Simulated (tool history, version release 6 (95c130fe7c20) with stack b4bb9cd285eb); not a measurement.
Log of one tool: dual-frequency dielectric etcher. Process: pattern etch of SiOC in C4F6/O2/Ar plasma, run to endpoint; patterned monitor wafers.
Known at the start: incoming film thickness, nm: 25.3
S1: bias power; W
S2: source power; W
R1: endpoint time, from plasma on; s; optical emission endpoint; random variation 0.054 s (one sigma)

Run 1, day 0: S1 575 W, S2 250 W. Result: R1 9.5465 s.
Run 2, day 0.058: S1 575 W, S2 210 W. Result: R1 10.164 s.
Run 3, day 0.425: S1 498 W, S2 210 W. Result: R1 10.866 s.
Run 4, day 0.742: S1 498 W, S2 230 W. Result: R1 10.405 s.
Run 5, day 0.996: S1 457 W, S2 230 W. Result: R1 10.841 s.
Run 6, day 1.296: S1 527 W, S2 230 W. Result: R1 10.21 s.

Forecast run 7:
Run 7, day 1.629: S1 509 W, S2 230 W. Result: R1 ?.

R1: 10.41 s
